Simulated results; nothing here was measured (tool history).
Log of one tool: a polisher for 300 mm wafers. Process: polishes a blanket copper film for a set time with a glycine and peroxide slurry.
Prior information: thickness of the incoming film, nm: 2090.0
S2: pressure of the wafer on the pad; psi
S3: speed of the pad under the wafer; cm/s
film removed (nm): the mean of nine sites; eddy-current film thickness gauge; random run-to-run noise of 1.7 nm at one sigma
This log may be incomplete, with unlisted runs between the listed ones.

run 1 hour=0.0 | flow_of_slurry_(ml/min)=170 S2=2.1 S3=98 polishing_time_(s)=44 | film_removed_(nm)=197.59
run 2 hour=0.8 | flow_of_slurry_(ml/min)=170 S2=2.3 S3=98 polishing_time_(s)=44 | film_removed_(nm)=214.62
run 3 hour=7.6 | flow_of_slurry_(ml/min)=170 S2=2.3 S3=112 polishing_time_(s)=44 | film_removed_(nm)=229.97
run 4 hour=10.1 | flow_of_slurry_(ml/min)=170 S2=2.3 S3=128 polishing_time_(s)=44 | film_removed_(nm)=265.61
run 5 hour=12.7 | flow_of_slurry_(ml/min)=170 S2=2.3 S3=110 polishing_time_(s)=44 | film_removed_(nm)=231.14
run 6 hour=16.0 | flow_of_slurry_(ml/min)=155 S2=2.3 S3=110 polishing_time_(s)=44 | film_removed_(nm)=229.17
run 7 hour=17.1 | flow_of_slurry_(ml/min)=155 S2=2.0 S3=104 polishing_time_(s)=43 | film_removed_(nm)=191.85
run 8 hour=19.6 | flow_of_slurry_(ml/min)=155 S2=1.8 S3=102 polishing_time_(s)=43 | film_removed_(nm)=176.12
run 9 hour=20.4 | flow_of_slurry_(ml/min)=155 S2=1.8 S3=102 polishing_time_(s)=43 | film_removed_(nm)=174.77
run 10 hour=27.2 | flow_of_slurry_(ml/min)=155 S2=1.8 S3=102 polishing_time_(s)=43 | film_removed_(nm)=175.04

What will run 11 give?
run 11 hour=35.3 | flow_of_slurry_(ml/min)=155 S2=1.6 S3=100 polishing_time_(s)=43 | film_removed_(nm)=?

film removed (nm): 155.88
